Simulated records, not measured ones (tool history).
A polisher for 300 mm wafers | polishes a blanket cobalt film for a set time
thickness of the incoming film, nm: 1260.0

run,hour,flow of slurry (ml/min),pressure of the wafer on the pad (kPa),speed of the pad under the wafer (cm/s),polishing time (s),film removed (angstrom)
1,0,195,13.1,102,123,6998.6
2,4.5,195,13.1,90,123,6231.7
3,8.8,195,13.1,100,123,6942.1
4,10.5,195,11,100,123,5883.2
5,11.9,195,11,100,123,5864
6,16,200,12.4,100,123,6532.7
7,18.9,200,13.8,100,123,7280.5

What does the tool deliver on the next run?
8,27.9,235,17.9,100,123,?

Run 8 produced film removed (angstrom) 9594.7.
